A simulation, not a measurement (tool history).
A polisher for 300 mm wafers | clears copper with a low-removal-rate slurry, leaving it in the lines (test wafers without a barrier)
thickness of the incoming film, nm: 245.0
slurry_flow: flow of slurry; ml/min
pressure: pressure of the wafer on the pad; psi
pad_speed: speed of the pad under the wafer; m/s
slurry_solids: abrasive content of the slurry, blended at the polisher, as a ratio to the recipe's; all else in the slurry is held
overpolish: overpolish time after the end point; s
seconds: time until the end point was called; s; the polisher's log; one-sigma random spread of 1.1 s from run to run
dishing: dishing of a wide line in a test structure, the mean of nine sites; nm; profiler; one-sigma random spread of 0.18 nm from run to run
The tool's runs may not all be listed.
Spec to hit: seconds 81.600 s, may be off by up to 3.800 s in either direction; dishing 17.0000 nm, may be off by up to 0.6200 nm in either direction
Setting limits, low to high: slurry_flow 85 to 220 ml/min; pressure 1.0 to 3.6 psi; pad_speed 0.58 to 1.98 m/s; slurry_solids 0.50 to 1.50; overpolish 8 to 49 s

run  hour  slurry_flow  pressure  pad_speed  slurry_solids  overpolish  seconds  dishing
  1   0.0          140       2.3       1.28           1.00          25   79.684  37.9100
  2   1.2          115       2.3       1.28           1.00          25   86.992  36.1830
  3   6.4          115       2.3       1.28           1.15          25   84.869  36.9030
  4   8.4          115       2.8       1.28           1.15          25   68.775  41.2470
  5  14.8          120       2.5       1.36           1.05          22   72.857  36.7590
  6  16.0          120       2.5       1.64           1.05          22   60.100  40.8010
  7  21.2          115       2.2       1.70           0.95          20   68.083  36.0410
  8  28.3          115       2.0       1.74           0.85          18   75.439  31.4950
  9  35.4          125       1.8       1.78           0.80          16   78.945  28.0980
 10  44.0          140       1.7       1.82           0.75          15   81.317  26.2150
 11  48.9          155       1.6       1.84           0.70          14   87.947  24.8150
 12  54.8          115       1.0       1.68           0.95           8  145.640   9.7249
     57.4  -- slurry nozzle cleaned
 13  57.4          125       1.1       1.70           1.00           8  123.030  11.6810
 14  60.0          165       1.5       1.84           0.75           8   83.789  15.7050

Which of these 5 next moves meets every target?
  A  62.6          165       1.4       1.80           0.85           9        ?        ?
  B  62.6          215       1.2       1.98           0.95           8        ?        ?
  C  62.6          145       1.7       1.74           0.80           8        ?        ?
  D  62.6          160       1.3       1.96           0.90           9        ?        ?
  E  62.6          200       1.4       1.98           0.50           8        ?        ?

move  seconds  dishing
   A   91.158  16.6760
   B   90.088  15.1910
   C   81.256  16.7940
   D   89.268  16.8910
   E   91.114  15.1640
A: the furthest-off result lands on target, but another misses its tolerance
B: the biggest miss grows against the last run
C: all results in spec
D: the furthest-off result lands on target, but another misses its tolerance
E: the biggest miss grows against the last run
The move that meets every target is C.
